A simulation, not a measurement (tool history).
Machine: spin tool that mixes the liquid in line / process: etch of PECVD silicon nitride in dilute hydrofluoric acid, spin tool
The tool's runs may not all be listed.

| run | hour | temperature setpoint of the liquid (°C) | parts of water to one part of 49 % hydrofluoric acid (parts by volume) | time under the liquid (s) | thickness taken off the PECVD silicon nitride on a monitor wafer (Å) |
|---|---|---|---|---|---|
| 1 | 0.0 | 26.0 | 125 | 80 | 44.270 |
| 2 | 1.8 | 25.5 | 125 | 80 | 42.576 |
| 3 | 6.6 | 25.5 | 105 | 80 | 50.623 |
| 4 | 10.9 | 27.0 | 105 | 80 | 55.842 |
| 5 | 19.0 | 27.0 | 105 | 55 | 38.328 |
| 6 | 25.9 | 27.0 | 105 | 55 | 38.403 |

Run 7, settings as shown, results not yet in. Your forecast:
| 7 | 26.8 | 26.5 | 105 | 55 | ? |

Logged for run 7: thickness taken off the PECVD silicon nitride on a monitor wafer (Å) 37.288.
